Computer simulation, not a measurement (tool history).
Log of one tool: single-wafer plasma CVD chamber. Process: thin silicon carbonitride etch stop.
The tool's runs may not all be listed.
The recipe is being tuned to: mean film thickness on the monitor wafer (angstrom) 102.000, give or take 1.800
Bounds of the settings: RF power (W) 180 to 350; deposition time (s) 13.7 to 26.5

| run | hour | RF power (W) | deposition time (s) | mean film thickness on the monitor wafer (angstrom) |
|---|---|---|---|---|
| 1 | 0.0 | 265 | 20.1 | 116.110 |
| 2 | 7.5 | 265 | 22.5 | 128.670 |
| 3 | 12.8 | 255 | 21.8 | 122.510 |
| 4 | 20.2 | 245 | 21.5 | 119.950 |
| 5 | 25.1 | 245 | 23.5 | 130.840 |
| 6 | 32.3 | 235 | 22.8 | 125.520 |
| 7 | 41.0 | 225 | 22.2 | 119.830 |
| 8 | 48.8 | 220 | 21.8 | 117.960 |
| 9 | 56.6 | 215 | 21.4 | 114.670 |
| 10 | 60.4 | 210 | 21.1 | 111.500 |
| 11 | 69.2 | 205 | 20.9 | 110.390 |
| 12 | 76.7 | 200 | 20.7 | 107.690 |
| 13 | 85.5 | 195 | 20.6 | 106.160 |
| 14 | 88.9 | 195 | 20.5 | 106.750 |
| 15 | 97.7 | 195 | 20.4 | 105.460 |
| 16 | 105.3 | 195 | 20.3 | 105.250 |
| 17 | 109.0 | 195 | 20.2 | 103.950 |

Exactly one of the 5 candidate moves below puts every result within its allowed miss. Which one?
| A | 112.7 | 230 | 19.4 | ? |
| B | 112.7 | 180 | 20.3 | ? |
| C | 112.7 | 180 | 20.9 | ? |
| D | 112.7 | 210 | 20.1 | ? |
| E | 112.7 | 205 | 18.5 | ? |

| move | mean film thickness on the monitor wafer (angstrom) |
|---|---|
| A | 106.550 |
| B | 103.030 |
| C | 106.070 |
| D | 107.220 |
| E | 97.927 |
A: its largest miss is bigger than the last run's
B: each result inside its tolerance
C: its largest miss is bigger than the last run's
D: its largest miss is bigger than the last run's
E: the result that was furthest off in the last run now lies on the other side of its target
B meets every target.

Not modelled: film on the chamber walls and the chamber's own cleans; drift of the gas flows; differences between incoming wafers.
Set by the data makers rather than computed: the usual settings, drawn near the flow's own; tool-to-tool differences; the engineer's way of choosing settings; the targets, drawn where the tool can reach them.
